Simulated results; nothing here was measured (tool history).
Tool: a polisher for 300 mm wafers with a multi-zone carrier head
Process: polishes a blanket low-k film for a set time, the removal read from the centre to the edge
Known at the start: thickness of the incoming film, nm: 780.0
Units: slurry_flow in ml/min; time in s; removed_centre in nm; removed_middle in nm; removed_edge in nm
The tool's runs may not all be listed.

run,hour,slurry_flow,centre_zone,middle_zone,edge_zone,slurry_solids,time,removed_centre,removed_middle,removed_edge
1,0,140,1,1,1,1,87,34.798,35.762,35.02
2,3.4,135,0.97,1,0.97,0.9,85,31.417,32.137,31.732
3,5.7,135,0.92,1,0.97,0.9,85,29.67,32.825,31.683
4,14,130,0.9,1.01,0.95,0.8,84,26.267,30.33,28.865
5,20.1,125,0.89,1.01,0.92,0.75,84,25.071,29.29,27.038
6,23.7,150,0.89,1.01,0.92,0.75,84,25.863,30.251,28.079
7,32.3,140,0.87,1,0.9,0.7,84,24.227,28.301,26.151
8,38.9,130,0.86,1,0.89,0.7,84,23.405,28.16,26.103
9,39.4,125,0.86,1,0.87,0.65,84,22.411,25.969,24.629
10,41.3,120,0.85,1.01,0.86,0.65,84,21.609,26.15,24.056
11,47.4,115,0.85,1.01,0.85,0.65,84,21.553,26.548,23.711

The next listed run, before its measurement:
12,50.6,110,0.85,1,0.85,0.65,84,?,?,?

removed_centre: 21.043 nm
removed_middle: 25.761 nm
removed_edge: 23.543 nm
